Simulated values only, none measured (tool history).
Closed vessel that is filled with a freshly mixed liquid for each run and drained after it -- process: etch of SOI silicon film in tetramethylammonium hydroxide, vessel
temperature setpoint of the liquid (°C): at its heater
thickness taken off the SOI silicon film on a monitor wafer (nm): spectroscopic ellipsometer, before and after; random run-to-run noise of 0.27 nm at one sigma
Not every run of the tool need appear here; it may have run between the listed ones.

run,hour,temperature setpoint of the liquid (°C),concentration of hydroxide in the mixed liquid (% by weight),time in the liquid (s),thickness taken off the SOI silicon film on a monitor wafer (nm)
1,0.0,64.0,17.5,35,159.440
2,4.1,61.5,17.5,35,136.320
3,12.6,60.0,17.5,35,123.990
4,17.2,63.0,17.5,35,149.840
5,18.9,61.0,17.5,35,133.120
6,19.6,59.5,17.5,35,121.150
7,23.6,58.0,17.5,35,109.900
8,26.6,57.0,17.5,35,103.940
9,28.8,56.0,17.5,35,97.061

For run 10, what comes out?
10,30.8,55.5,17.5,35,?

{"run 10": {"thickness taken off the SOI silicon film on a monitor wafer (nm)": 94.182}}
